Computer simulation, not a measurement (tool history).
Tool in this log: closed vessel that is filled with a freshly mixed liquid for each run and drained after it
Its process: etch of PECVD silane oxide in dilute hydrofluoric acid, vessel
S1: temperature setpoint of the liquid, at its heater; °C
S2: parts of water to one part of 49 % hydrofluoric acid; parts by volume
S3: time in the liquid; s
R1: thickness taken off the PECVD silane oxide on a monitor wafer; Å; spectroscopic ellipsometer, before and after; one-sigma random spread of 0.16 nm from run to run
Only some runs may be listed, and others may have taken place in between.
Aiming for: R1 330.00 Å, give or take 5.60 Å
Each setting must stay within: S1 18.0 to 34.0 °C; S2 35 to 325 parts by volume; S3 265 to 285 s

| run | hour | S1 | S2 | S3 | R1 |
|---|---|---|---|---|---|
| 1 | 0.0 | 26.0 | 180 | 265 | 277.01 |
| 2 | 0.7 | 26.0 | 180 | 265 | 279.38 |
| 3 | 3.1 | 27.5 | 180 | 265 | 291.34 |
| 4 | 5.4 | 25.0 | 180 | 265 | 268.73 |
| 5 | 9.4 | 26.5 | 180 | 265 | 283.06 |
| 6 | 13.1 | 26.5 | 180 | 265 | 282.02 |
| 7 | 13.7 | 27.5 | 180 | 265 | 290.01 |
| 8 | 16.0 | 31.5 | 180 | 265 | 334.42 |

Below are 4 possible settings for the next run. Only one of them brings all results inside the allowed miss of their targets. Which is it?
| A | 18.3 | 32.0 | 180 | 265 | ? |
| B | 18.3 | 30.0 | 180 | 285 | ? |
| C | 18.3 | 30.0 | 175 | 285 | ? |
| D | 18.3 | 30.0 | 175 | 265 | ? |

| move | R1 |
|---|---|
| A | 340.52 |
| B | 341.90 |
| C | 354.02 |
| D | 329.17 |
A: its largest miss is bigger than the last run's
B: its largest miss is bigger than the last run's
C: its largest miss is bigger than the last run's
D: in spec on every target
Answer: D
